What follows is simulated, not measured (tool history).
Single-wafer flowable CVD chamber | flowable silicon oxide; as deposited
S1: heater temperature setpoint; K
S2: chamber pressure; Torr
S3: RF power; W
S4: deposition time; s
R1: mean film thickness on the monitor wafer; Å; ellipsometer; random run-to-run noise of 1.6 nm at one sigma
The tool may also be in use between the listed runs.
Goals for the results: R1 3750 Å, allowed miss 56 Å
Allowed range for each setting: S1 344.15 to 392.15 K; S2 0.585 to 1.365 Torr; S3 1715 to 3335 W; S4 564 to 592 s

| run | day | S1 | S2 | S3 | S4 | R1 |
|---|---|---|---|---|---|---|
| 1 | 0 | 368.15 | 0.975 | 2525 | 592 | 5768.2 |
| 2 | 0.367 | 371.15 | 0.975 | 2525 | 592 | 5237.4 |
| 3 | 0.471 | 371.15 | 1.071 | 2525 | 592 | 5716.4 |
| 4 | 0.567 | 362.15 | 1.071 | 2525 | 592 | 7776.2 |
| 5 | 0.671 | 362.15 | 1.011 | 2525 | 592 | 7341.7 |
| 6 | 0.729 | 367.15 | 1.01 | 2525 | 592 | 6220.7 |
| 7 | 0.921 | 379.15 | 1.008 | 2525 | 592 | 4138.1 |
| 8 | 1.254 | 380.15 | 1.008 | 2525 | 592 | 3972.2 |

Consider the 4 candidate settings below. Which is the only one whose results all fall within their allowed miss of target?
| A | 1.588 | 380.15 | 0.982 | 2515 | 592 | ? |
| B | 1.588 | 385.15 | 1.197 | 2490 | 577 | ? |
| C | 1.588 | 383.15 | 1.061 | 2405 | 564 | ? |
| D | 1.588 | 380.15 | 0.99 | 2415 | 572 | ? |

| move | R1 |
|---|---|
| A | 3899.2 |
| B | 3881.5 |
| C | 3609.1 |
| D | 3780.4 |
A: nearer than the last run, and not there yet
B: nearer than the last run, and not there yet
C: the result that was furthest off in the last run now lies on the other side of its target
D: every result lands within tolerance
D is the move that brings every result within its allowed miss.
